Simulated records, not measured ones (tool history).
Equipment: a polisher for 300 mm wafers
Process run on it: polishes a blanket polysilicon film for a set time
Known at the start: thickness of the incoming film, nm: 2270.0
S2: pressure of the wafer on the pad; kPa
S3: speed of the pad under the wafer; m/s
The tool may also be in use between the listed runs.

run 1 hour=0.0 | flow_of_slurry_(ml/min)=210 S2=24.1 S3=1.28 polishing_time_(s)=21 | film_removed_(Å)=3092.7
run 2 hour=2.0 | flow_of_slurry_(ml/min)=210 S2=24.1 S3=1.28 polishing_time_(s)=21 | film_removed_(Å)=3081.2
run 3 hour=10.6 | flow_of_slurry_(ml/min)=210 S2=24.1 S3=1.16 polishing_time_(s)=21 | film_removed_(Å)=2860.5
run 4 hour=11.2 | flow_of_slurry_(ml/min)=210 S2=24.1 S3=1.16 polishing_time_(s)=19 | film_removed_(Å)=2544.4
run 5 hour=19.4 | flow_of_slurry_(ml/min)=210 S2=24.1 S3=1.16 polishing_time_(s)=21 | film_removed_(Å)=2707.5
run 6 hour=20.9 | flow_of_slurry_(ml/min)=210 S2=24.1 S3=1.02 polishing_time_(s)=21 | film_removed_(Å)=2540.4
run 7 hour=29.4 | flow_of_slurry_(ml/min)=215 S2=31.0 S3=1.10 polishing_time_(s)=21 | film_removed_(Å)=3273.1
run 8 hour=33.3 | flow_of_slurry_(ml/min)=215 S2=31.7 S3=1.10 polishing_time_(s)=21 | film_removed_(Å)=3338.8
run 9 hour=39.5 | flow_of_slurry_(ml/min)=215 S2=32.4 S3=1.10 polishing_time_(s)=21 | film_removed_(Å)=3401.8

Predict the results of run 10:
run 10 hour=42.7 | flow_of_slurry_(ml/min)=215 S2=33.1 S3=1.10 polishing_time_(s)=21 | film_removed_(Å)=?

film removed (Å): 3505.1
